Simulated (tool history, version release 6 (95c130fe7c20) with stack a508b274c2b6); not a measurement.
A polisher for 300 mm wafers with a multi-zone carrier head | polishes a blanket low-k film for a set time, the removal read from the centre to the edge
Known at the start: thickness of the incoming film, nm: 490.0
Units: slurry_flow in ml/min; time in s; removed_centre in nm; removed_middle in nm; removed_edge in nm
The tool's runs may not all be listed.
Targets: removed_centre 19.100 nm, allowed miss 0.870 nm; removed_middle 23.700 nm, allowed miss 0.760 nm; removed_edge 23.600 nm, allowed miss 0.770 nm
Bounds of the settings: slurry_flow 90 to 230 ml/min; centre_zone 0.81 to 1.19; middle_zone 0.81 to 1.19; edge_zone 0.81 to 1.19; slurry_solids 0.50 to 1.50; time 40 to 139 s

| run | day | slurry_flow | centre_zone | middle_zone | edge_zone | slurry_solids | time | removed_centre | removed_middle | removed_edge |
|---|---|---|---|---|---|---|---|---|---|---|
| 1 | 0.000 | 150 | 1.00 | 1.00 | 1.00 | 1.00 | 89 | 30.625 | 27.882 | 27.191 |
| 2 | 0.279 | 150 | 1.00 | 1.00 | 0.95 | 1.00 | 89 | 30.435 | 27.881 | 26.745 |
| 3 | 0.629 | 175 | 1.00 | 1.00 | 0.95 | 1.00 | 89 | 31.385 | 28.194 | 27.790 |
| 4 | 0.954 | 170 | 0.97 | 1.01 | 0.99 | 0.90 | 89 | 28.651 | 26.985 | 25.886 |
| 5 | 1.271 | 170 | 0.92 | 1.01 | 0.99 | 0.90 | 89 | 27.309 | 26.638 | 26.227 |
|  | 1.525 | centre zone pressure recalibrated |
| 6 | 1.525 | 160 | 0.90 | 1.02 | 1.02 | 0.90 | 88 | 23.522 | 26.405 | 25.725 |
| 7 | 1.662 | 150 | 0.89 | 1.01 | 1.02 | 0.90 | 88 | 23.461 | 25.692 | 26.169 |
| 8 | 1.729 | 130 | 0.81 | 1.08 | 1.02 | 0.65 | 87 | 15.455 | 20.726 | 19.077 |
| 9 | 1.888 | 140 | 0.81 | 1.07 | 1.04 | 0.65 | 87 | 15.535 | 20.381 | 19.259 |
| 10 | 2.162 | 160 | 0.87 | 1.10 | 1.14 | 0.90 | 88 | 23.097 | 27.806 | 27.175 |
| 11 | 2.242 | 150 | 0.87 | 1.09 | 1.13 | 0.90 | 88 | 22.970 | 28.086 | 27.022 |

Which of these 4 next moves meets every target?
| A | 2.321 | 165 | 0.90 | 0.81 | 1.19 | 0.90 | 95 | ? | ? | ? |
| B | 2.321 | 175 | 0.88 | 0.93 | 1.19 | 0.80 | 80 | ? | ? | ? |
| C | 2.321 | 165 | 0.84 | 1.06 | 1.13 | 0.90 | 76 | ? | ? | ? |
| D | 2.321 | 170 | 0.95 | 0.85 | 1.05 | 1.00 | 96 | ? | ? | ? |

| move | removed_centre | removed_middle | removed_edge |
|---|---|---|---|
| A | 25.824 | 23.596 | 30.013 |
| B | 19.762 | 20.660 | 23.350 |
| C | 19.304 | 23.632 | 23.327 |
| D | 29.638 | 26.650 | 30.613 |
A: brings the result that was furthest off to its target, and leaves another outside
B: takes the result that was furthest off past its target
C: meets every target
D: further off than the last run
Answer: C

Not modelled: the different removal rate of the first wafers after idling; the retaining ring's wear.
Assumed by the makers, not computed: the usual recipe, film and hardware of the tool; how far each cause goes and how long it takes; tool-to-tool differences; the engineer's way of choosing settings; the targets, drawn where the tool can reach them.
